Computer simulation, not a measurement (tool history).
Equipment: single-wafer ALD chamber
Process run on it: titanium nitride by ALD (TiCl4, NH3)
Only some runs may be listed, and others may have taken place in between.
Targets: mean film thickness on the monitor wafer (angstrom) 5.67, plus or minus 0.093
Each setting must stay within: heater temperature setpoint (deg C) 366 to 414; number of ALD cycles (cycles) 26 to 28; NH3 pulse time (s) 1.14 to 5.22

run    day  heater temperature setpoint (deg C)  number of ALD cycles (cycles)  NH3 pulse time (s)  mean film thickness on the monitor wafer (angstrom)
  1      0                                  390                             28                3.18                                               6.4322
  2  0.138                                  382                             27                2.49                                               6.1151
  3  0.425                                  382                             27                3.22                                               6.1905
  4  0.492                                  377                             27                2.51                                               6.1052
  5  0.525                                  373                             27                2.04                                               5.9764
  6  0.638                                  371                             27                1.82                                               5.8692
  7  0.921                                  371                             27                1.79                                               5.8869
  8  1.012                                  367                             26                1.32                                                5.513
  9  1.104                                  368                             26                1.32                                               5.4834

Below are 4 possible settings for the next run. Only one of them brings all results inside the allowed miss of their targets. Which is it?
  A  1.196                                  369                             26                1.94                                                    ?
  B  1.196                                  367                             26                1.16                                                    ?
  C  1.196                                  373                             26                1.14                                                    ?
  D  1.196                                  366                             26                1.39                                                    ?

move  mean film thickness on the monitor wafer (angstrom)
   A                                               5.7248
   B                                               5.4191
   C                                               5.4887
   D                                               5.5202
A: in spec on every target
B: lands further from the targets than the last run did
C: neither nearer nor further off than the last run
D: nearer the targets than the last run, but a result is still out of spec
A meets every target.

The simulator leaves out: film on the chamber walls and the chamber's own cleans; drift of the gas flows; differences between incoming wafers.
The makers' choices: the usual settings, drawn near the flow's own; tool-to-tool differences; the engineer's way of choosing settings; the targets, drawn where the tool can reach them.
